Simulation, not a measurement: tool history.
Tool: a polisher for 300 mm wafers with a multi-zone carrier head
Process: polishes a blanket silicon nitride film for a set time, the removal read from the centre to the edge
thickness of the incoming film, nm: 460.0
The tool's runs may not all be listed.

run  hour  flow of slurry (ml/min)  pressure of the head's centre zone  pressure of the head's middle zone  pressure of the head's edge zone  polishing time (s)  film removed at the wafer's centre (Å)  film removed at mid-radius (Å)  film removed at the wafer's edge (Å)
  1     0                      125                                   1                                   1                                 1                  60                                    1394                          1306.3                                1387.7
  2   0.5                      125                                   1                                   1                                 1                  52                                  1155.9                          1167.6                                1193.1
  3   2.8                      125                                   1                                   1                              0.94                  52                                  1186.5                          1166.5                                1181.3
  4  10.2                      140                                0.98                                1.06                              0.95                  59                                  1361.2                          1392.9                                1373.9
  5  17.1                      155                                0.96                                 1.1                              0.92                  64                                  1529.9                          1602.6                                1482.7
  6  20.3                      160                                0.95                                1.13                              0.93                  68                                  1597.9                          1767.1                                1558.7
  7  24.3                      160                                0.95                                1.13                              0.95                  72                                  1660.7                          1879.8                                  1705

Run 8 comes next. What will it give?
  8    32                      165                                0.97                                1.14                              0.96                  74                                       ?                               ?                                     ?

film removed at the wafer's centre (Å): 1811.2
film removed at mid-radius (Å): 1948.8
film removed at the wafer's edge (Å): 1712.4

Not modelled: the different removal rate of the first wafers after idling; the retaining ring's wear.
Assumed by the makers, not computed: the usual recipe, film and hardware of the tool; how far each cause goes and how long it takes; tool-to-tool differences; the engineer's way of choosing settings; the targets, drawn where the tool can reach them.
